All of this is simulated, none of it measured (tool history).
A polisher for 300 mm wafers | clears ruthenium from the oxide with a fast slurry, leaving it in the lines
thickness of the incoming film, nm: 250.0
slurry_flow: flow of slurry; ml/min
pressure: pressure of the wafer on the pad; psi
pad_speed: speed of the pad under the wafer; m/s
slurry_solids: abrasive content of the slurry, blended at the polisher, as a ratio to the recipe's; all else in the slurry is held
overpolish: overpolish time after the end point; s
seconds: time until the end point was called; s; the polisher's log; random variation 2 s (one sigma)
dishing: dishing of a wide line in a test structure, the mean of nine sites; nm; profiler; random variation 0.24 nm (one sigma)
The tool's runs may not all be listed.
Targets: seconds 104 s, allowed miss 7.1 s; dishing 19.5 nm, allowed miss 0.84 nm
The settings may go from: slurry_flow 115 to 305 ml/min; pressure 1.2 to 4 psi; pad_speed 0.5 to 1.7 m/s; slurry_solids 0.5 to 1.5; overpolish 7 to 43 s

run,hour,slurry_flow,pressure,pad_speed,slurry_solids,overpolish,seconds,dishing
1,0,195,2.6,1.1,1,22,72.632,64.123
2,8.3,195,2.5,0.98,1,18,82.027,48.333
3,15.3,195,2.5,0.98,1.2,18,76.066,51.448
4,22.5,200,2.3,0.86,1.3,15,86.765,36.778
5,29.4,200,2.3,0.86,1.1,15,95.51,34.778
6,38,200,2.3,0.76,1.1,15,107.56,31.159
7,41.2,225,2.1,0.76,1.2,13,110.18,26.016
8,46.9,235,2.1,0.76,1.25,11,106.53,22.562
9,52.2,250,2.1,0.76,1.25,11,105.13,22.713
10,54.5,260,2.1,0.76,1.25,11,105.53,23.45
11,58.4,260,2.1,0.76,1.3,10,103.91,21.623
12,59.4,265,2.1,0.76,1.3,10,106.72,21.209
13,61.5,265,2.2,0.76,1.3,7,99.593,16.068
14,69,265,2.1,0.8,1.3,7,99.358,16.144
15,75.5,265,2.1,0.76,1.35,8,102.35,17.576
16,84.2,265,2.1,0.76,1.3,8,100.12,17.38
17,88.8,260,2.1,0.76,1.3,8,100.22,17.39

4 next moves are on the table. One of them brings every result within its allowed miss. Which?
A,93.4,285,2.7,0.68,1.3,7,?,?
B,93.4,305,2.3,0.58,1.4,9,?,?
C,93.4,235,2.6,0.74,1.15,7,?,?
D,93.4,220,2.8,0.62,1.2,9,?,?

move,seconds,dishing
A,91.726,17.113
B,117.93,17.113
C,93.647,16.772
D,103.23,19.469
A: further off than the last run
B: further off than the last run
C: further off than the last run
D: meets every target
The right move is D.
